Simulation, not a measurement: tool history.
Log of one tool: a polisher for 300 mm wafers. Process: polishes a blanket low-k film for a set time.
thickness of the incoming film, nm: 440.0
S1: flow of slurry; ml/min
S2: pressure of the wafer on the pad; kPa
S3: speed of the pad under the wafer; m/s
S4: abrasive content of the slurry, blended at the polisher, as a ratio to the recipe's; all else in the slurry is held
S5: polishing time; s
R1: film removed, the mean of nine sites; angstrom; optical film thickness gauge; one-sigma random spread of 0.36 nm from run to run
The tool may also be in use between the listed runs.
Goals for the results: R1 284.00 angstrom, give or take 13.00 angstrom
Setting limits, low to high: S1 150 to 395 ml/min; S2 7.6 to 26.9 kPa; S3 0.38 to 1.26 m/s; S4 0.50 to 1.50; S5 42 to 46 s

run,hour,S1,S2,S3,S4,S5,R1
1,0.0,250,17.2,0.82,1.00,46,203.55
2,2.4,250,15.2,0.82,1.00,46,185.18
3,5.5,250,17.2,0.82,1.00,46,207.63
4,6.5,250,17.2,0.64,1.00,46,165.83
5,13.2,250,19.3,0.64,1.00,46,186.14
6,20.8,250,20.7,0.64,1.00,46,203.38
7,28.5,250,25.5,0.66,1.00,46,249.83
8,30.2,250,25.5,0.68,1.00,46,261.33
9,33.4,250,26.2,0.68,1.00,46,267.97

Exercise: of the 4 proposed moves below, exactly one satisfies all targets within the stated allowed misses. Which move is it?
A,36.6,180,26.9,0.72,0.85,46,?
B,36.6,335,26.2,0.76,0.95,45,?
C,36.6,310,24.1,0.62,1.20,46,?
D,36.6,285,26.2,0.68,1.00,45,?

move,R1
A,254.84
B,289.77
C,256.42
D,267.65
A: further off than the last run
B: every result within its allowed miss
C: further off than the last run
D: neither nearer nor further off than the last run
The right move is B.
